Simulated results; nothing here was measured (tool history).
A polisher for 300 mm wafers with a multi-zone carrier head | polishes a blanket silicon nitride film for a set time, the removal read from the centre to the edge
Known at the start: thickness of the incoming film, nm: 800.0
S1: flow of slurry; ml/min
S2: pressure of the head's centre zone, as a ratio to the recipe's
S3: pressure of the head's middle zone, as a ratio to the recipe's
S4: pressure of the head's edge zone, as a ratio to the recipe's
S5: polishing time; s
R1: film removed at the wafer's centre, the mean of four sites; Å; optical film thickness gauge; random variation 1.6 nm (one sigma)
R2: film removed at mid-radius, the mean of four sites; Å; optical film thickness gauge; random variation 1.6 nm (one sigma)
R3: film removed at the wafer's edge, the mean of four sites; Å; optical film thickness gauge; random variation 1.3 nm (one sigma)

run	hour	S1	S2	S3	S4	S5	R1	R2	R3
1	0.0	260	1.00	1.00	1.00	64	1498.7	1531.4	1520.0
2	2.5	260	1.00	1.00	1.00	74	1759.8	1756.0	1769.0
3	4.8	260	1.02	1.00	0.97	65	1527.7	1508.7	1511.4
4	11.9	195	1.02	1.00	0.97	65	1517.4	1467.4	1523.4
5	17.7	210	1.04	1.02	0.94	59	1420.6	1379.8	1373.2
6	18.3	210	0.96	1.02	0.94	59	1295.7	1396.8	1333.5

The next listed run, before its measurement:
7	20.9	210	0.96	1.02	0.94	59	?	?	?

R1: 1277.3 Å
R2: 1377.9 Å
R3: 1372.1 Å

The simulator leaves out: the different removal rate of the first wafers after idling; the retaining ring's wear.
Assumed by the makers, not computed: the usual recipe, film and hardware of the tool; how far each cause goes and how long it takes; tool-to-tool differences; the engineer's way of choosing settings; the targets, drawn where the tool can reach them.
